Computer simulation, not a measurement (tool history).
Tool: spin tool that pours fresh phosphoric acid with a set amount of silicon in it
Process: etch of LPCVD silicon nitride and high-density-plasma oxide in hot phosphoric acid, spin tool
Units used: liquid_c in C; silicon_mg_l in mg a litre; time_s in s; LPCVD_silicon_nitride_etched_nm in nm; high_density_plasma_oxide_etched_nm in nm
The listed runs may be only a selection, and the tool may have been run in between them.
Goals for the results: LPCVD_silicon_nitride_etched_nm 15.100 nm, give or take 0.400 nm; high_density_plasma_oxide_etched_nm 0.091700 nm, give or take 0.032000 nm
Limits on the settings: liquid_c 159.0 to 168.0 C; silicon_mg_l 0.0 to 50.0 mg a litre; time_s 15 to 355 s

run,hour,liquid_c,silicon_mg_l,time_s,LPCVD_silicon_nitride_etched_nm,high_density_plasma_oxide_etched_nm
1,0.0,164.0,29.5,180,18.902,0.296570
2,6.9,164.0,17.0,180,18.946,0.479870
3,14.9,163.0,27.5,175,17.820,0.297450
4,18.2,162.0,34.5,170,16.847,0.209320
5,20.1,161.5,39.5,170,16.518,0.135420
6,28.3,161.0,40.5,170,16.193,0.128670
7,33.9,160.5,41.5,170,16.003,0.102520
8,41.6,160.0,41.0,170,15.648,0.121690
9,44.0,160.0,42.5,170,15.658,0.091104
10,48.0,160.0,41.5,170,15.716,0.121950
11,51.7,160.0,43.0,170,15.743,0.097725

Which of these 5 next moves meets every target?
A,55.4,161.5,41.5,170,?,?
B,55.4,159.5,39.5,185,?,?
C,55.4,161.0,41.5,170,?,?
D,55.4,159.5,50.0,180,?,?
E,55.4,159.5,42.5,165,?,?

move,LPCVD_silicon_nitride_etched_nm,high_density_plasma_oxide_etched_nm
A,16.556,0.117000
B,16.849,0.126090
C,16.282,0.112770
D,16.394,0.082714
E,15.027,0.090695
A: the biggest miss grows against the last run
B: the biggest miss grows against the last run
C: the biggest miss grows against the last run
D: the biggest miss grows against the last run
E: every result lands within tolerance
So the answer is move E, the one that meets all the targets.
